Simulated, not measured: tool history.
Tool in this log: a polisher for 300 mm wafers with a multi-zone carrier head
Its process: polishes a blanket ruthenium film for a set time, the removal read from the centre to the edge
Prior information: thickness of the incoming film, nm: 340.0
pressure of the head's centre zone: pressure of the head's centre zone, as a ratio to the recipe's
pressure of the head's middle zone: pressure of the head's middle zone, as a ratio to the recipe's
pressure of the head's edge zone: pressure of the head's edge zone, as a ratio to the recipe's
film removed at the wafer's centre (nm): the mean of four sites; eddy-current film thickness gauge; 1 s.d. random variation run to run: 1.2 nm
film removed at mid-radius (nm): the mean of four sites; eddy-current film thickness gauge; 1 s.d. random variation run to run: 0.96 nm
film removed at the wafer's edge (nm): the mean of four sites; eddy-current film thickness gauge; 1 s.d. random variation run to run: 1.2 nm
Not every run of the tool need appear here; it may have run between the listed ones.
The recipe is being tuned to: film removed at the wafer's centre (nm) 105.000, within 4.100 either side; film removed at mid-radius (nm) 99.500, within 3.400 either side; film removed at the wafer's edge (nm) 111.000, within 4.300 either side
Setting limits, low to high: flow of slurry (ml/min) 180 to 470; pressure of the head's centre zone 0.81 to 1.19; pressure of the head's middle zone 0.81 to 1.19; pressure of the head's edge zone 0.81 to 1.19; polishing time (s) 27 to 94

run	hour	flow of slurry (ml/min)	pressure of the head's centre zone	pressure of the head's middle zone	pressure of the head's edge zone	polishing time (s)	film removed at the wafer's centre (nm)	film removed at mid-radius (nm)	film removed at the wafer's edge (nm)
1	0.0	300	1.00	1.00	1.00	60	86.054	88.155	86.668
2	6.9	300	1.00	1.06	1.00	60	86.709	92.466	87.699
3	15.8	300	1.00	0.99	1.00	60	86.163	87.495	86.189
4	23.2	300	1.00	0.90	1.00	60	88.033	80.071	88.185
5	25.7	300	1.00	0.86	1.00	60	86.960	77.583	87.757
6	26.9	300	1.08	0.86	1.00	60	94.238	78.354	86.929
7	35.9	300	1.07	0.88	1.03	62	96.559	81.736	90.715
8	38.0	300	1.05	0.89	1.05	64	95.971	85.922	95.565
9	46.3	305	1.06	0.90	1.07	65	100.040	88.114	97.815

Consider the 4 candidate settings below. Which is the only one whose results all fall within their allowed miss of target?
A	54.6	345	1.19	0.89	1.03	56	?	?	?
B	54.6	325	1.01	0.94	1.14	71	?	?	?
C	54.6	235	1.00	1.05	1.16	72	?	?	?
D	54.6	405	0.96	0.94	1.08	75	?	?	?

move	film removed at the wafer's centre (nm)	film removed at mid-radius (nm)	film removed at the wafer's edge (nm)
A	97.048	75.248	84.716
B	103.700	99.364	112.460
C	99.849	106.460	111.620
D	106.270	107.000	117.270
A: the biggest miss grows against the last run
B: each result inside its tolerance
C: takes the result that was furthest off past its target
D: takes the result that was furthest off past its target
Go with B: it meets all targets.
